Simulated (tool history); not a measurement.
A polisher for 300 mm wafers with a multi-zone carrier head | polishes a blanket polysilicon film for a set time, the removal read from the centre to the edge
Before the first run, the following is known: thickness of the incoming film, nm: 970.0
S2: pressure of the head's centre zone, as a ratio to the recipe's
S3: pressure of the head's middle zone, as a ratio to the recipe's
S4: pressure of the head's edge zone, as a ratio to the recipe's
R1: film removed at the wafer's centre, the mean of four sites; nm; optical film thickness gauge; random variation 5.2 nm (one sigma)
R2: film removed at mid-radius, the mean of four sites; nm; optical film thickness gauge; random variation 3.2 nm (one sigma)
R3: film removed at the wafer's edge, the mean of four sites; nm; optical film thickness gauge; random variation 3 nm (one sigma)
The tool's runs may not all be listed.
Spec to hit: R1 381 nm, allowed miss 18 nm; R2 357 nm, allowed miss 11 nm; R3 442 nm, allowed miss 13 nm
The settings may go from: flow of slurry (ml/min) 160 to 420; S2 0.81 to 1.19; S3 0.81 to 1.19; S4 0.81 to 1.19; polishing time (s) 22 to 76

Run 1, hour 0: flow of slurry (ml/min) 270, S2 1, S3 1, S4 1, polishing time (s) 49. Result: R1 341.34 nm, R2 319.8 nm, R3 318.54 nm.
Run 2, hour 0.7: flow of slurry (ml/min) 270, S2 0.97, S3 0.97, S4 1.05, polishing time (s) 52. Result: R1 351.56 nm, R2 328.02 nm, R3 349.72 nm.
Run 3, hour 7.8: flow of slurry (ml/min) 270, S2 0.88, S3 0.97, S4 1.05, polishing time (s) 52. Result: R1 331.72 nm, R2 325.5 nm, R3 356.51 nm.
Run 4, hour 10.3: flow of slurry (ml/min) 280, S2 0.88, S3 0.96, S4 1.09, polishing time (s) 54. Result: R1 342.74 nm, R2 335.3 nm, R3 370.79 nm.
Run 5, hour 19: flow of slurry (ml/min) 280, S2 0.88, S3 0.96, S4 1.14, polishing time (s) 54. Result: R1 345.54 nm, R2 338.51 nm, R3 380.63 nm.
Run 6, hour 20.3: flow of slurry (ml/min) 280, S2 0.87, S3 0.94, S4 1.15, polishing time (s) 56. Result: R1 344.29 nm, R2 345.47 nm, R3 399.27 nm.
Run 7, hour 27.5: flow of slurry (ml/min) 280, S2 0.87, S3 0.94, S4 1.15, polishing time (s) 56. Result: R1 342.14 nm, R2 340.42 nm, R3 396.52 nm.
Run 8, hour 32.6: flow of slurry (ml/min) 285, S2 0.89, S3 0.92, S4 1.16, polishing time (s) 57. Result: R1 364.36 nm, R2 345 nm, R3 401.74 nm.

Pick the move, out of 5, that brings all results within their allowed miss; only one does.
Run A, hour 37.7: flow of slurry (ml/min) 280, S2 1.11, S3 1.12, S4 1.09, polishing time (s) 50. Result: R1 ?, R2 ?, R3 ?.
Run B, hour 37.7: flow of slurry (ml/min) 270, S2 0.82, S3 0.88, S4 1.12, polishing time (s) 58. Result: R1 ?, R2 ?, R3 ?.
Run C, hour 37.7: flow of slurry (ml/min) 330, S2 0.86, S3 1.05, S4 1.08, polishing time (s) 51. Result: R1 ?, R2 ?, R3 ?.
Run D, hour 37.7: flow of slurry (ml/min) 160, S2 0.89, S3 0.9, S4 1.17, polishing time (s) 66. Result: R1 ?, R2 ?, R3 ?.
Run E, hour 37.7: flow of slurry (ml/min) 300, S2 0.9, S3 0.81, S4 1.18, polishing time (s) 61. Result: R1 ?, R2 ?, R3 ?.

move      R1      R2      R3
   A  374.17  351.52  344.95
   B  346.28  331.78  405.74
   C  322.37  345.28  354.96
   D  381.92  354.98  445.03
   E  393.56  329.56  442.58
A: further off than the last run
B: moves toward the targets from the last run without getting all of them in spec
C: further off than the last run
D: hits every target within its allowed miss
E: brings the last run's worst result on target, with another outside its allowed miss
The move that meets every target is D.
